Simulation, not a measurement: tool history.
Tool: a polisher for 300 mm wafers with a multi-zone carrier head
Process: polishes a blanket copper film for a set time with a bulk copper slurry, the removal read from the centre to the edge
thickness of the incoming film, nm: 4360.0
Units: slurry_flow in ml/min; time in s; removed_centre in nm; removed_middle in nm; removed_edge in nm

run 1 hour=0 | slurry_flow=135 centre_zone=1 middle_zone=1 edge_zone=1 slurry_solids=1 time=36 | removed_centre=285.47 removed_middle=295.3 removed_edge=292.57
run 2 hour=3.7 | slurry_flow=130 centre_zone=0.98 middle_zone=1 edge_zone=0.98 slurry_solids=0.95 time=36 | removed_centre=276.84 removed_middle=281.75 removed_edge=276.66
run 3 hour=11.8 | slurry_flow=125 centre_zone=0.95 middle_zone=1.01 edge_zone=0.98 slurry_solids=0.95 time=36 | removed_centre=270.59 removed_middle=285.28 removed_edge=283.62
run 4 hour=15.3 | slurry_flow=120 centre_zone=0.93 middle_zone=1.02 edge_zone=0.97 slurry_solids=0.9 time=36 | removed_centre=253.67 removed_middle=278.55 removed_edge=277.18
run 5 hour=21.3 | slurry_flow=115 centre_zone=0.92 middle_zone=1.02 edge_zone=0.95 slurry_solids=0.9 time=36 | removed_centre=251.7 removed_middle=275.95 removed_edge=275.73
run 6 hour=24.9 | slurry_flow=115 centre_zone=0.91 middle_zone=1.03 edge_zone=0.93 slurry_solids=0.85 time=36 | removed_centre=244.56 removed_middle=273.74 removed_edge=258.47
run 7 hour=30.4 | slurry_flow=110 centre_zone=0.9 middle_zone=1.03 edge_zone=0.92 slurry_solids=0.85 time=36 | removed_centre=241.96 removed_middle=270.29 removed_edge=262.09
run 8 hour=34.2 | slurry_flow=105 centre_zone=0.85 middle_zone=1.05 edge_zone=0.88 slurry_solids=0.6 time=35 | removed_centre=194.13 removed_middle=235.32 removed_edge=222.22
run 9 hour=35.4 | slurry_flow=110 centre_zone=0.86 middle_zone=1.05 edge_zone=0.89 slurry_solids=0.6 time=35 | removed_centre=199.36 removed_middle=232.83 removed_edge=225.93
run 10 hour=43.4 | slurry_flow=115 centre_zone=0.86 middle_zone=1.06 edge_zone=0.9 slurry_solids=0.6 time=35 | removed_centre=201.94 removed_middle=240.48 removed_edge=222.04
run 11 hour=46.4 | slurry_flow=115 centre_zone=0.86 middle_zone=1.06 edge_zone=0.92 slurry_solids=0.6 time=35 | removed_centre=201.9 removed_middle=243.74 removed_edge=226.51
run 12 hour=51.4 | slurry_flow=115 centre_zone=0.86 middle_zone=1.05 edge_zone=0.94 slurry_solids=0.6 time=35 | removed_centre=202.5 removed_middle=241.06 removed_edge=231.33

Run 13 comes next. What will it give?
run 13 hour=58.9 | slurry_flow=120 centre_zone=0.86 middle_zone=1.05 edge_zone=0.95 slurry_solids=0.6 time=35 | removed_centre=? removed_middle=? removed_edge=?

{"run 13": {"removed_centre": 204.1, "removed_middle": 239.39, "removed_edge": 232.29}}
